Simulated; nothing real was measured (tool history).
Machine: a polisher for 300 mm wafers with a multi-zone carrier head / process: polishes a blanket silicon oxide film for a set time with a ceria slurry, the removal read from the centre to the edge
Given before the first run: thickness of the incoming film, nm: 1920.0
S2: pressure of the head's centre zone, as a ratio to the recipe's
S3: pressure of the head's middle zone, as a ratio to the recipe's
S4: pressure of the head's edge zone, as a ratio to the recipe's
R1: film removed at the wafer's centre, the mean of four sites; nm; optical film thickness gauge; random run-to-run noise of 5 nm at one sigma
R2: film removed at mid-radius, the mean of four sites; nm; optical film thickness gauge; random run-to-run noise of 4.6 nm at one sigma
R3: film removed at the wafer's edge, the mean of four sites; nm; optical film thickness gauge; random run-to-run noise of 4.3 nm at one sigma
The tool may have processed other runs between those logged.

run 1 hour=0.0 | flow_of_slurry_(ml/min)=185 S2=1.00 S3=1.00 S4=1.00 polishing_time_(s)=43 | R1=257.98 R2=261.67 R3=267.99
run 2 hour=3.3 | flow_of_slurry_(ml/min)=190 S2=1.01 S3=1.01 S4=1.01 polishing_time_(s)=44 | R1=273.63 R2=275.94 R3=275.46
run 3 hour=12.2 | flow_of_slurry_(ml/min)=195 S2=1.01 S3=1.01 S4=1.03 polishing_time_(s)=45 | R1=281.37 R2=283.03 R3=286.88
run 4 hour=19.5 | flow_of_slurry_(ml/min)=200 S2=1.02 S3=1.02 S4=1.05 polishing_time_(s)=46 | R1=291.18 R2=291.40 R3=286.13
run 5 hour=20.8 | flow_of_slurry_(ml/min)=200 S2=1.02 S3=1.02 S4=1.05 polishing_time_(s)=47 | R1=302.22 R2=303.73 R3=293.45
run 6 hour=21.8 | flow_of_slurry_(ml/min)=200 S2=1.02 S3=1.01 S4=1.05 polishing_time_(s)=48 | R1=304.86 R2=302.74 R3=307.57

Predict the results of run 7:
run 7 hour=26.2 | flow_of_slurry_(ml/min)=205 S2=1.02 S3=1.01 S4=1.05 polishing_time_(s)=49 | R1=? R2=? R3=?

{"run 7": {"R1": 308.61, "R2": 306.3, "R3": 310.7}}
